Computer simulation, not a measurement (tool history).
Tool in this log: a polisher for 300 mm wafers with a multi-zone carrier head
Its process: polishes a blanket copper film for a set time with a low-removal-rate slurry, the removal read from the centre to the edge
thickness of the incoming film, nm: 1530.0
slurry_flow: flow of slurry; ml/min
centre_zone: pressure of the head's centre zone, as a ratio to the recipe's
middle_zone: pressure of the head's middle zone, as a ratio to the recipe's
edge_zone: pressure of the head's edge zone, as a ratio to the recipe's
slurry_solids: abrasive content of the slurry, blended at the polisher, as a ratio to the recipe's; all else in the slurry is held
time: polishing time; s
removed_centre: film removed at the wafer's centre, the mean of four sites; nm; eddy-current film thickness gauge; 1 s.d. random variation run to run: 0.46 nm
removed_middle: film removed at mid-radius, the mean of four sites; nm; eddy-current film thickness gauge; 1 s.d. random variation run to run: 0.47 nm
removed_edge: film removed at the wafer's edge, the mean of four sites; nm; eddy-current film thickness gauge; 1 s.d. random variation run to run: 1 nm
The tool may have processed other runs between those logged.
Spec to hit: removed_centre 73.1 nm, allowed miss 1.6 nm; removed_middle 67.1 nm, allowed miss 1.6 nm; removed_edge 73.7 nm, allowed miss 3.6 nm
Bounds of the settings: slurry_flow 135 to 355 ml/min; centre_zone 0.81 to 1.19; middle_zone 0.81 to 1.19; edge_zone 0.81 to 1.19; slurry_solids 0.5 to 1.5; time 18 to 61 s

run,day,slurry_flow,centre_zone,middle_zone,edge_zone,slurry_solids,time,removed_centre,removed_middle,removed_edge
1,0,225,1,1,1,1,39,131.98,135.04,128.12
2,0.071,225,1,0.92,1,1,39,133.24,125.59,129.83
3,0.396,215,0.99,0.9,0.98,0.9,36,119.32,111.97,115.09
4,0.462,215,1.05,0.9,0.98,0.9,36,126.38,112.19,114.93
5,0.617,215,1.05,0.9,0.98,1.1,36,129.28,115.6,117.67
6,0.696,205,1.03,0.88,0.98,1,33,114.42,100.65,105.73
7,0.8,195,1,0.87,0.97,0.9,31,101.1,91.952,94.45
8,0.908,185,0.99,0.86,0.98,0.85,30,94.534,86.697,92.761
9,0.958,180,0.98,0.85,0.97,0.8,29,90.175,81.955,87.806
10,1.312,175,0.97,0.84,0.96,0.75,28,83.614,77.374,85.468
11,1.4,190,1,0.83,0.86,0.5,25,74.621,66.188,68.484
12,1.562,190,0.99,0.83,0.88,0.5,25,74.365,66.065,69.842

Consider the 5 candidate settings below. Which is the only one whose results all fall within their allowed miss of target?
A,1.725,180,0.95,0.88,0.91,0.5,26,?,?,?
B,1.725,165,0.88,0.81,0.94,0.5,29,?,?,?
C,1.725,145,0.97,0.84,0.95,0.5,27,?,?,?
D,1.725,220,1.04,0.88,0.81,0.5,24,?,?,?
E,1.725,170,1.03,0.86,0.84,0.5,25,?,?,?

move,removed_centre,removed_middle,removed_edge
A,72.813,69.876,72.597
B,73.723,71.946,81.06
C,73.302,66.873,74.2
D,76.401,66.638,65.763
E,75.015,65.269,67.216
A: brings the last run's worst result on target, with another outside its allowed miss
B: takes the biggest miss from the last run beyond its target
C: meets every target
D: lands further from the targets than the last run did
E: lands further from the targets than the last run did
The right move is C.
